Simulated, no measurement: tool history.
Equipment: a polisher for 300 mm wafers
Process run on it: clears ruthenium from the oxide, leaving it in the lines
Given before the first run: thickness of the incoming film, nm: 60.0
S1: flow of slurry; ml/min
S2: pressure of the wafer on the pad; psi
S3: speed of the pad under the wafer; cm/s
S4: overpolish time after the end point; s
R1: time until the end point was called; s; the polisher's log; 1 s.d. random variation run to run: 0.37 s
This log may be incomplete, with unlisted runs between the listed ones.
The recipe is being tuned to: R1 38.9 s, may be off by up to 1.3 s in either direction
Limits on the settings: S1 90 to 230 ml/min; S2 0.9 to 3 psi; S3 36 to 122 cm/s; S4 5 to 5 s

run 1 day=0 | S1=150 S2=1.9 S3=78 S4=5 | R1=70.805
run 2 day=0.246 | S1=150 S2=1.9 S3=78 S4=5 | R1=71.581
run 3 day=0.579 | S1=150 S2=1.6 S3=78 S4=5 | R1=80.034
run 4 day=0.879 | S1=150 S2=1.6 S3=78 S4=5 | R1=80.775
run 5 day=1.246 | S1=150 S2=1.6 S3=96 S4=5 | R1=64.922
run 6 day=1.517 | S1=150 S2=1.6 S3=96 S4=5 | R1=64.666
run 7 day=1.8 | S1=150 S2=1.6 S3=96 S4=5 | R1=65.105
run 8 day=1.921 | S1=175 S2=2.2 S3=98 S4=5 | R1=49.45
run 9 day=2.183 | S1=175 S2=2.4 S3=98 S4=5 | R1=46.755
-- day=2.55 slurry nozzle cleaned
run 10 day=2.55 | S1=175 S2=2.5 S3=98 S4=5 | R1=43.103

Consider the 5 candidate settings below. Which is the only one whose results all fall within their allowed miss of target?
run A day=2.917 | S1=175 S2=2.4 S3=98 S4=5 | R1=?
run B day=2.917 | S1=210 S2=2.2 S3=90 S4=5 | R1=?
run C day=2.917 | S1=195 S2=2.9 S3=94 S4=5 | R1=?
run D day=2.917 | S1=165 S2=2 S3=102 S4=5 | R1=?
run E day=2.917 | S1=195 S2=1.9 S3=102 S4=5 | R1=?

move=A R1=43.961
move=B R1=49.85
move=C R1=38.899
move=D R1=48.897
move=E R1=49.625
A: the biggest miss grows against the last run
B: the biggest miss grows against the last run
C: every result within its allowed miss
D: the biggest miss grows against the last run
E: the biggest miss grows against the last run
C meets every target.
